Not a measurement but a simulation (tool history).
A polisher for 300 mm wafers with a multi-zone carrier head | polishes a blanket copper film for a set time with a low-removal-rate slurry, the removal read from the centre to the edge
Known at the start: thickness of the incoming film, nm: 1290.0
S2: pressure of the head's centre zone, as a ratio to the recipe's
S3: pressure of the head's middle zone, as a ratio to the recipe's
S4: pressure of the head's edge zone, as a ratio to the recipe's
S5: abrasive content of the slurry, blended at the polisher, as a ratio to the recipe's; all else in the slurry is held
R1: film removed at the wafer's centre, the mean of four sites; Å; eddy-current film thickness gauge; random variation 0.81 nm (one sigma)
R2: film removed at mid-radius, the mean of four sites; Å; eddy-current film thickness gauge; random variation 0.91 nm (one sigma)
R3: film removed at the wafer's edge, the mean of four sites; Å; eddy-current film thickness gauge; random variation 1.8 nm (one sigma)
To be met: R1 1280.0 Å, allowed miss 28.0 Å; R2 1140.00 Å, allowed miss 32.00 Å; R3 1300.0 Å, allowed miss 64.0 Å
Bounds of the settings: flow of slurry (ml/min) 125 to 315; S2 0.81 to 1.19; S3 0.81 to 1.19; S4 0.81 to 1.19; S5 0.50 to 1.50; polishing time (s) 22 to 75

{"run": 1, "hour": 0.0, "flow of slurry (ml/min)": 205, "S2": 1.0, "S3": 1.0, "S4": 1.0, "S5": 1.0, "polishing time (s)": 48, "R1": 2179.0, "R2": 2139.1, "R3": 2220.0}
{"run": 2, "hour": 5.7, "flow of slurry (ml/min)": 205, "S2": 1.0, "S3": 1.0, "S4": 1.0, "S5": 1.1, "polishing time (s)": 48, "R1": 2190.1, "R2": 2192.6, "R3": 2261.0}
{"run": 3, "hour": 13.8, "flow of slurry (ml/min)": 205, "S2": 1.0, "S3": 1.0, "S4": 1.0, "S5": 0.95, "polishing time (s)": 48, "R1": 2158.6, "R2": 2099.4, "R3": 2160.6}
{"run": 4, "hour": 21.2, "flow of slurry (ml/min)": 205, "S2": 0.96, "S3": 1.0, "S4": 1.0, "S5": 0.95, "polishing time (s)": 48, "R1": 2066.2, "R2": 2053.4, "R3": 2102.5}
{"run": 5, "hour": 26.4, "flow of slurry (ml/min)": 205, "S2": 0.96, "S3": 0.96, "S4": 1.0, "S5": 0.95, "polishing time (s)": 48, "R1": 2084.9, "R2": 2035.2, "R3": 2160.2}
{"run": 6, "hour": 28.7, "flow of slurry (ml/min)": 190, "S2": 0.93, "S3": 0.92, "S4": 0.98, "S5": 0.8, "polishing time (s)": 43, "R1": 1699.2, "R2": 1664.0, "R3": 1822.9}
{"run": 7, "hour": 35.0, "flow of slurry (ml/min)": 190, "S2": 0.94, "S3": 0.89, "S4": 0.95, "S5": 0.7, "polishing time (s)": 40, "R1": 1534.1, "R2": 1446.9, "R3": 1575.2}
{"run": 8, "hour": 38.8, "flow of slurry (ml/min)": 140, "S2": 0.93, "S3": 0.81, "S4": 0.92, "S5": 0.5, "polishing time (s)": 37, "R1": 1198.2, "R2": 1051.0, "R3": 1276.6}

5 next moves are on the table. One of them brings every result within its allowed miss. Which?
{"run": "A", "hour": 42.6, "flow of slurry (ml/min)": 135, "S2": 0.98, "S3": 0.86, "S4": 0.91, "S5": 0.6, "polishing time (s)": 37, "R1": "?", "R2": "?", "R3": "?"}
{"run": "B", "hour": 42.6, "flow of slurry (ml/min)": 145, "S2": 1.0, "S3": 0.89, "S4": 0.86, "S5": 0.5, "polishing time (s)": 39, "R1": "?", "R2": "?", "R3": "?"}
{"run": "C", "hour": 42.6, "flow of slurry (ml/min)": 180, "S2": 1.02, "S3": 0.85, "S4": 0.91, "S5": 0.55, "polishing time (s)": 34, "R1": "?", "R2": "?", "R3": "?"}
{"run": "D", "hour": 42.6, "flow of slurry (ml/min)": 125, "S2": 0.93, "S3": 0.81, "S4": 1.02, "S5": 0.5, "polishing time (s)": 37, "R1": "?", "R2": "?", "R3": "?"}
{"run": "E", "hour": 42.6, "flow of slurry (ml/min)": 125, "S2": 0.93, "S3": 0.83, "S4": 0.99, "S5": 0.5, "polishing time (s)": 39, "R1": "?", "R2": "?", "R3": "?"}

move=A R1=1285.8 R2=1129.90 R3=1322.0
move=B R1=1327.7 R2=1179.20 R3=1299.9
move=C R1=1272.1 R2=1065.90 R3=1237.6
move=D R1=1142.1 R2=996.53 R3=1301.6
move=E R1=1204.0 R2=1071.60 R3=1351.9
A: meets every target
B: takes the result that was furthest off past its target
C: brings the result that was furthest off to its target, and leaves another outside
D: further off than the last run
E: nearer than the last run, and not there yet
Move A is the one to make.
